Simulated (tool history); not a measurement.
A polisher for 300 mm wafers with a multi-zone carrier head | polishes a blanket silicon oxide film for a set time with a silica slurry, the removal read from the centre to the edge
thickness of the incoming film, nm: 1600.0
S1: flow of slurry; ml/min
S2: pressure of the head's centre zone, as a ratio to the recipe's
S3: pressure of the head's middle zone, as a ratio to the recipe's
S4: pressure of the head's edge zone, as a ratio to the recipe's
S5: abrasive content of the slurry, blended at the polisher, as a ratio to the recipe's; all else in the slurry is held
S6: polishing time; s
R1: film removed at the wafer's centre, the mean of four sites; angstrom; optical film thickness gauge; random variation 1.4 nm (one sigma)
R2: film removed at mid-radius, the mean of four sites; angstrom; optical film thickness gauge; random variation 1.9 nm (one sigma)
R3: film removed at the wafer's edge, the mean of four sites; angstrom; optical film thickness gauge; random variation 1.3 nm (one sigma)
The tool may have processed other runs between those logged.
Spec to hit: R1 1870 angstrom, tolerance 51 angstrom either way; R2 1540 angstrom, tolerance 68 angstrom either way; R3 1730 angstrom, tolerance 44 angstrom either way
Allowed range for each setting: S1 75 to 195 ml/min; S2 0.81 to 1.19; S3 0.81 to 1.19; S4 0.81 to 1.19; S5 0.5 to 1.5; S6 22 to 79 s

run	hour	S1	S2	S3	S4	S5	S6	R1	R2	R3
1	0	125	1	1	1	1	50	2188.6	2278.8	2228.5
2	6.5	120	1.01	0.96	0.98	0.95	50	2121.8	2100.9	2159.6
3	10.9	145	1.01	0.96	0.98	0.95	50	2227.4	2141.1	2196.6
4	13.5	145	1.01	0.93	0.98	0.95	50	2214.2	2166.7	2214.7
5	16.9	145	1.01	0.93	0.98	0.8	50	2030.5	1972	2038.8
6	20	145	1.01	0.93	0.98	0.8	42	1743.7	1708.6	1724.8
7	26	145	1.03	0.91	0.98	0.8	42	1739.7	1595.4	1724.5
8	30.1	165	1.1	0.89	0.95	0.8	42	1940.4	1654.7	1722.7
# hour 36.3: worn pad replaced by a new one
9	36.3	160	1.1	0.88	0.96	0.8	42	2048.6	1735.6	1858.8
10	37.2	150	1.1	0.87	0.94	0.8	42	2024.4	1719.5	1818
11	39.2	115	1.09	0.81	0.96	0.75	42	1794.9	1456.7	1705

Below are 5 possible settings for the next run. Only one of them brings all results inside the allowed miss of their targets. Which is it?
A	41.2	130	1.1	0.84	0.96	0.6	47	?	?	?
B	41.2	125	1.05	0.83	1.01	0.8	39	?	?	?
C	41.2	115	1.05	0.81	0.92	0.75	41	?	?	?
D	41.2	125	1	0.89	0.94	0.65	45	?	?	?
E	41.2	130	1.16	0.81	1.06	0.75	40	?	?	?

move	R1	R2	R3
A	1888.7	1541.9	1756.1
B	1713.9	1448.1	1711.4
C	1704.1	1416.3	1644.5
D	1709.1	1599	1722.1
E	1887.9	1424.4	1755
A: every result within its allowed miss
B: the biggest miss grows against the last run
C: the biggest miss grows against the last run
D: the biggest miss grows against the last run
E: meets the target for the result that was furthest off, but another lies outside its allowed miss
A meets every target.
